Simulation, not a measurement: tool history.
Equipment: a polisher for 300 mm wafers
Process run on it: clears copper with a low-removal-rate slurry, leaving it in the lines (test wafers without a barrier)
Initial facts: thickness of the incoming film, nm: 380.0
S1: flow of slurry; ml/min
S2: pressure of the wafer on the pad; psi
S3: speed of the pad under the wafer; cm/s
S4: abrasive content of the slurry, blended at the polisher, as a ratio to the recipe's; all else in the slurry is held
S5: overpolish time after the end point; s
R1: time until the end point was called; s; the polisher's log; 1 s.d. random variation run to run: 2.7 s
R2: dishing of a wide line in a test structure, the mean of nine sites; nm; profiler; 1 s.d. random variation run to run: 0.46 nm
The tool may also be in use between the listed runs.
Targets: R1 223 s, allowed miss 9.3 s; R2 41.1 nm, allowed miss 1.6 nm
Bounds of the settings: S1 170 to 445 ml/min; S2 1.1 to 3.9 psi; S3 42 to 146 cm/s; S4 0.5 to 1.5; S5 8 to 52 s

Run 1, day 0: S1 285 ml/min, S2 2.5 psi, S3 94 cm/s, S4 1, S5 26 s. Result: R1 185.3 s, R2 40.854 nm.
Run 2, day 0.288: S1 285 ml/min, S2 2.4 psi, S3 94 cm/s, S4 1, S5 27 s. Result: R1 190.44 s, R2 40.906 nm.
Run 3, day 0.633: S1 285 ml/min, S2 2.4 psi, S3 94 cm/s, S4 1.1, S5 27 s. Result: R1 185.8 s, R2 42.64 nm.
Run 4, day 0.938: S1 285 ml/min, S2 2.3 psi, S3 94 cm/s, S4 1.1, S5 28 s. Result: R1 190.53 s, R2 41.561 nm.
Run 5, day 1.208: S1 285 ml/min, S2 2.3 psi, S3 110 cm/s, S4 1.1, S5 28 s. Result: R1 164.39 s, R2 46.927 nm.
Run 6, day 1.479: S1 285 ml/min, S2 2.1 psi, S3 110 cm/s, S4 1.1, S5 29 s. Result: R1 183.49 s, R2 45.034 nm.
Run 7, day 1.525: S1 285 ml/min, S2 2 psi, S3 110 cm/s, S4 1.1, S5 29 s. Result: R1 193.21 s, R2 42.715 nm.
Run 8, day 1.612: S1 285 ml/min, S2 1.9 psi, S3 110 cm/s, S4 1.1, S5 30 s. Result: R1 199.4 s, R2 41.778 nm.
Run 9, day 1.883: S1 285 ml/min, S2 1.8 psi, S3 110 cm/s, S4 1.1, S5 31 s. Result: R1 208.92 s, R2 40.345 nm.
Run 10, day 1.95: S1 285 ml/min, S2 1.8 psi, S3 110 cm/s, S4 1.1, S5 32 s. Result: R1 214.56 s, R2 42.548 nm.

Of the 4 settings listed for the next run, only one would bring every result within its allowed miss of target. Which one?
Run A, day 2.017: S1 225 ml/min, S2 2.3 psi, S3 92 cm/s, S4 1.05, S5 32 s. Result: R1 ?, R2 ?.
Run B, day 2.017: S1 275 ml/min, S2 1.4 psi, S3 142 cm/s, S4 0.95, S5 33 s. Result: R1 ?, R2 ?.
Run C, day 2.017: S1 285 ml/min, S2 1.9 psi, S3 96 cm/s, S4 1.05, S5 39 s. Result: R1 ?, R2 ?.
Run D, day 2.017: S1 325 ml/min, S2 1.6 psi, S3 116 cm/s, S4 1.05, S5 37 s. Result: R1 ?, R2 ?.

move      R1      R2
   A  205.94  44.068
   B  219.94  41.143
   C  233.72  46.041
   D  227.24  44.464
A: further off than the last run
B: all results land within tolerance of their targets
C: the result that was furthest off in the last run now lies on the other side of its target
D: puts the biggest miss on target and leaves a different result outside tolerance
The move that meets every target is B.
